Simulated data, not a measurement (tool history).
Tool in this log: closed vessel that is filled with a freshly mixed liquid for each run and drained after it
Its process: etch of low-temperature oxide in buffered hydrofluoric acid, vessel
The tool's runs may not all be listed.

run  hour  temperature setpoint of the liquid (K)  parts of 40 % ammonium fluoride to one part of 49 % hydrofluoric acid (parts by volume)  time in the liquid (s)  thickness taken off the low-temperature oxide on a monitor wafer (Å)
  1   0.0                                  296.15                                                                                     14.5                     105                                                                1890.5
  2   1.9                                  298.65                                                                                     13.5                     105                                                                2315.6
  3   8.7                                  298.65                                                                                     13.5                     110                                                                2427.9
  4  17.4                                  300.15                                                                                     12.5                     110                                                                2822.8
  5  21.2                                  300.15                                                                                     14.0                     110                                                                2560.6
  6  23.3                                  300.15                                                                                     14.0                     105                                                                2436.3
  7  32.1                                  301.15                                                                                     13.0                     105                                                                2754.1

Run 8 has not been measured yet. What should we expect?
  8  40.4                                  302.15                                                                                     12.5                     105                                                                     ?

thickness taken off the low-temperature oxide on a monitor wafer (Å): 3008.8

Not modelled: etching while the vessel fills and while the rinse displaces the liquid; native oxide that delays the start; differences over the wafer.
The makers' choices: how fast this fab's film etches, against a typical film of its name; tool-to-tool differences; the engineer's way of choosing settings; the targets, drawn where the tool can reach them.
